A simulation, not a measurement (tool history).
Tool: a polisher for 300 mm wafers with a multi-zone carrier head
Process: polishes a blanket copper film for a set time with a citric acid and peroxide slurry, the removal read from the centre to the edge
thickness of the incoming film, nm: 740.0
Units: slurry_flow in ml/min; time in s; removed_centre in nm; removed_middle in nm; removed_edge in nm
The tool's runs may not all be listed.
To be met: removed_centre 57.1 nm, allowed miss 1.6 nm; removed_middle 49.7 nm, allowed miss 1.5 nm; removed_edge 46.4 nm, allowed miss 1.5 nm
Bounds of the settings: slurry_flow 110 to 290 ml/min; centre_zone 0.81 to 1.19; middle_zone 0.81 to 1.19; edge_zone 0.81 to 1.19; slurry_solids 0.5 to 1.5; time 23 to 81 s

run,hour,slurry_flow,centre_zone,middle_zone,edge_zone,slurry_solids,time,removed_centre,removed_middle,removed_edge
1,0,185,1,1,1,1,52,59.636,59.349,57.411
2,4.6,180,1.02,0.99,0.97,0.9,52,58.777,58.719,54.435
3,8,175,1.03,0.96,0.95,0.85,52,58.847,54.094,54.693
4,16.4,170,1.05,0.97,0.93,0.8,52,58.642,54.729,52.779
5,18.7,170,1.05,0.97,0.93,0.7,52,57.106,52.959,51.141
6,21.8,200,1.05,0.97,0.93,0.7,52,58.899,53.911,51.963
7,26.2,195,1.06,0.97,0.91,0.65,52,57.16,52.185,50.527
8,32.6,195,1.07,0.97,0.89,0.65,52,57.763,53.285,49.283
9,38.2,190,1.08,0.96,0.88,0.65,52,58.131,52.212,48.934
10,43.3,185,1.08,0.95,0.87,0.65,52,58.547,51.847,48.882
11,48.2,180,1.08,0.95,0.86,0.65,52,57.757,51.921,48.339

5 next moves are on the table. One of them brings every result within its allowed miss. Which?
A,53.1,165,1.14,0.88,0.97,0.6,53,?,?,?
B,53.1,175,1.09,0.96,0.92,0.5,55,?,?,?
C,53.1,195,0.99,0.89,0.87,0.6,56,?,?,?
D,53.1,190,1.12,0.96,0.86,0.55,51,?,?,?
E,53.1,190,1.16,0.89,0.84,0.6,51,?,?,?

move,removed_centre,removed_middle,removed_edge
A,60.054,48.194,50.965
B,57.929,51.825,49.686
C,57.543,52.846,52.232
D,57.195,49.828,46.164
E,60.287,47.901,46.69
A: takes the result that was furthest off past its target
B: further off than the last run
C: further off than the last run
D: meets every target
E: takes the result that was furthest off past its target
The right move is D.

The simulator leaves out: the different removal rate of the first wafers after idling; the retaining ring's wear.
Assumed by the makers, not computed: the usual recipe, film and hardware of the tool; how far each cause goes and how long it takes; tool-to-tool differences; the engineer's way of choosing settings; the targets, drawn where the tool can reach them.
